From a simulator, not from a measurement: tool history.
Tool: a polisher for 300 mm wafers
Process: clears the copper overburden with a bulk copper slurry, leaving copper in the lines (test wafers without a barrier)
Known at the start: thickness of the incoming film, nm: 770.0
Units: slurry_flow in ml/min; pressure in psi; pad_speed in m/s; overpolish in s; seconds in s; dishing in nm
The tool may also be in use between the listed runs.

run	hour	slurry_flow	pressure	pad_speed	slurry_solids	overpolish	seconds	dishing
1	0	265	1.8	1.26	1	11	103.58	47.73
2	3.4	265	2.2	1.26	1	11	88.94	51.427
3	6	265	2.5	1.26	1	11	83.682	56.685
4	7.7	265	2.2	1.26	1	11	91.518	48.725
5	16.8	265	2	1.18	1	10	106.15	45.715
6	23.7	265	2	1.18	1	8	98.677	36.855
7	32.4	250	1.8	1.14	0.95	7	110.89	29.848
8	36.5	240	1.7	1.12	0.9	6	118.82	24.878
9	40.3	230	1.6	1.1	0.85	6	131.29	23.397

The next listed run, before its measurement:
10	41.4	220	1.5	1.1	0.8	6	?	?

{"run 10": {"seconds": 135.2, "dishing": 22.901}}
